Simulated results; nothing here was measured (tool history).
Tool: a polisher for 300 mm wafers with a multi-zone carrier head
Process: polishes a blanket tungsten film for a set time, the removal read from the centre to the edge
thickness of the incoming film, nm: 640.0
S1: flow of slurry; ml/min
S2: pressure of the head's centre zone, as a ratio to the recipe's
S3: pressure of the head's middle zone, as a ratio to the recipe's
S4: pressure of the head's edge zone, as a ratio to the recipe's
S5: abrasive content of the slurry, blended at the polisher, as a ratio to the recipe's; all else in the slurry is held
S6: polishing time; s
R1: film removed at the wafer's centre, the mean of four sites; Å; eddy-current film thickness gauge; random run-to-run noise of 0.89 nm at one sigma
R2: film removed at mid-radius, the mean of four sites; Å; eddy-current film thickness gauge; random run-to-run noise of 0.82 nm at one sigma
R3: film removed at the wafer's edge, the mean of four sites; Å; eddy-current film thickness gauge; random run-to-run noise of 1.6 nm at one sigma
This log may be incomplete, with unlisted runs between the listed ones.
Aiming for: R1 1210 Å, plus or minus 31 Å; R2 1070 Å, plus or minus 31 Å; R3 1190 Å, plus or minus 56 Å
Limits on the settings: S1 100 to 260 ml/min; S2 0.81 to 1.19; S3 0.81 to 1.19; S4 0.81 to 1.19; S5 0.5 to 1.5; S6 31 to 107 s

run,hour,S1,S2,S3,S4,S5,S6,R1,R2,R3
1,0,165,1,1,1,1,69,1677.3,1706.3,1773.5
2,5,165,1,1,1.08,1,69,1698.7,1708.7,1854.2
3,12.8,160,1,0.98,1.05,0.95,67,1603,1600.7,1680.1
4,17.6,160,1,0.98,1.05,0.85,67,1542,1548.9,1645.6
5,20.7,155,1,0.96,1.04,0.8,66,1475,1456.2,1541.4
6,23.4,150,1,0.94,1.04,0.75,66,1450.9,1385.3,1554.2
7,30.3,150,1,0.93,1.02,0.7,65,1378.6,1339.9,1467.9
8,32.6,145,1.01,0.92,1,0.65,65,1370.7,1287.6,1405.3
9,37.8,140,1.01,0.91,0.98,0.65,65,1358.6,1273.9,1422.8
10,38.5,145,1.01,0.9,0.97,0.65,64,1369.5,1229.4,1374.1
11,43.5,140,1,0.89,0.95,0.65,64,1326.1,1229,1360
12,52.3,140,1,0.88,0.93,0.65,64,1320.6,1215.9,1333.7
13,52.9,135,1,0.87,0.92,0.65,64,1326.4,1188.8,1338.9
14,55.6,135,1,0.86,0.91,0.65,64,1302.2,1181.1,1322.3
15,59.4,135,1,0.85,0.9,0.65,64,1309.2,1148.1,1340.3
16,61.7,135,1,0.85,0.89,0.65,64,1324.8,1178.1,1315.4
17,67.7,130,1,0.85,0.88,0.65,64,1297.2,1158.4,1342.6
18,75.6,135,1,0.85,0.88,0.65,64,1311.9,1178.8,1302.9
19,79.5,135,1,0.85,0.88,0.65,64,1315.3,1173.8,1292.7
20,87.4,135,1,0.84,0.87,0.65,64,1303.8,1160.5,1277.5
21,91.5,135,1,0.84,0.87,0.65,64,1310,1152.7,1298.1
22,99.1,135,1,0.84,0.86,0.65,64,1310.7,1163.2,1296.1
23,100.7,110,0.99,0.81,0.81,0.5,63,1109.2,966.55,1080.6
# hour 109.7: slurry nozzle cleaned
24,109.7,115,0.99,0.81,0.82,0.5,63,1202.3,1027.8,1156.4

5 candidate next runs follow, results not yet known. Just one meets every target within its allowed miss. Identify it.
A,118.7,135,0.98,0.89,0.85,0.5,62,?,?,?
B,118.7,120,0.97,0.93,0.81,0.5,61,?,?,?
C,118.7,110,1.05,0.82,0.82,0.5,66,?,?,?
D,118.7,115,1.06,0.84,0.97,0.5,58,?,?,?
E,118.7,125,0.98,0.82,0.84,0.55,62,?,?,?

move,R1,R2,R3
A,1209.1,1131.6,1215.9
B,1148.4,1129.7,1152.3
C,1318.1,1082,1240
D,1181.8,978.39,1183.8
E,1226.1,1075.5,1235.8
A: carries the result that was furthest off beyond its target, to the other side
B: carries the result that was furthest off beyond its target, to the other side
C: the furthest-off result lands on target, but another misses its tolerance
D: further off than the last run
E: each result inside its tolerance
Go with E: it meets all targets.

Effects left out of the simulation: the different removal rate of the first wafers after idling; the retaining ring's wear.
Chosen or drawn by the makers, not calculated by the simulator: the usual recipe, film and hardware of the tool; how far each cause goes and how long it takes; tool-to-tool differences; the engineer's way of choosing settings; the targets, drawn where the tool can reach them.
